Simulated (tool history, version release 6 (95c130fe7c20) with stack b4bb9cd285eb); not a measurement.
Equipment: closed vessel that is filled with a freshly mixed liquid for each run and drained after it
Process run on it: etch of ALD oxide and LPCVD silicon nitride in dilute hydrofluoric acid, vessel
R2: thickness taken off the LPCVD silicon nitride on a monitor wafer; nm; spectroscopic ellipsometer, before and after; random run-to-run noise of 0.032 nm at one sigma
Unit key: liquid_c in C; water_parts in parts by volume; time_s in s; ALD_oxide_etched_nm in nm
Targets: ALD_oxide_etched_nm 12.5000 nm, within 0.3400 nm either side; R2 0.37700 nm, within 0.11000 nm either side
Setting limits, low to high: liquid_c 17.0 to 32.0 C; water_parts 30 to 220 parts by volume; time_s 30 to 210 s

run 1 hour=0.0 | liquid_c=24.0 water_parts=125 time_s=105 | ALD_oxide_etched_nm=10.2680 R2=0.38289
run 2 hour=8.4 | liquid_c=24.0 water_parts=95 time_s=105 | ALD_oxide_etched_nm=14.0530 R2=0.51687
run 3 hour=17.2 | liquid_c=24.0 water_parts=95 time_s=60 | ALD_oxide_etched_nm=8.0054 R2=0.28125
run 4 hour=18.6 | liquid_c=26.5 water_parts=95 time_s=60 | ALD_oxide_etched_nm=8.8528 R2=0.28333
run 5 hour=23.2 | liquid_c=29.5 water_parts=95 time_s=60 | ALD_oxide_etched_nm=9.9650 R2=0.41956
run 6 hour=30.0 | liquid_c=27.0 water_parts=95 time_s=60 | ALD_oxide_etched_nm=9.0010 R2=0.33020
run 7 hour=37.5 | liquid_c=29.0 water_parts=60 time_s=60 | ALD_oxide_etched_nm=16.1910 R2=0.63812
run 8 hour=41.8 | liquid_c=28.0 water_parts=60 time_s=60 | ALD_oxide_etched_nm=15.5980 R2=0.59258
run 9 hour=45.7 | liquid_c=24.0 water_parts=60 time_s=60 | ALD_oxide_etched_nm=13.2260 R2=0.42471
run 10 hour=51.2 | liquid_c=23.5 water_parts=60 time_s=60 | ALD_oxide_etched_nm=13.0240 R2=0.40059

5 next moves are on the table. One of them brings every result within its allowed miss. Which?
run A hour=56.7 | liquid_c=22.5 water_parts=60 time_s=60 | ALD_oxide_etched_nm=? R2=?
run B hour=56.7 | liquid_c=26.5 water_parts=100 time_s=85 | ALD_oxide_etched_nm=? R2=?
run C hour=56.7 | liquid_c=27.5 water_parts=75 time_s=70 | ALD_oxide_etched_nm=? R2=?
run D hour=56.7 | liquid_c=29.5 water_parts=110 time_s=85 | ALD_oxide_etched_nm=? R2=?
run E hour=56.7 | liquid_c=26.5 water_parts=55 time_s=55 | ALD_oxide_etched_nm=? R2=?

move=A ALD_oxide_etched_nm=12.4130 R2=0.35028
move=B ALD_oxide_etched_nm=11.7640 R2=0.39087
move=C ALD_oxide_etched_nm=13.8890 R2=0.45708
move=D ALD_oxide_etched_nm=11.8280 R2=0.43006
move=E ALD_oxide_etched_nm=14.7070 R2=0.45713
A: hits every target within its allowed miss
B: moves the result that the last run missed by most past its target, out the other side
C: lands further from the targets than the last run did
D: moves the result that the last run missed by most past its target, out the other side
E: lands further from the targets than the last run did
Go with A: it meets all targets.
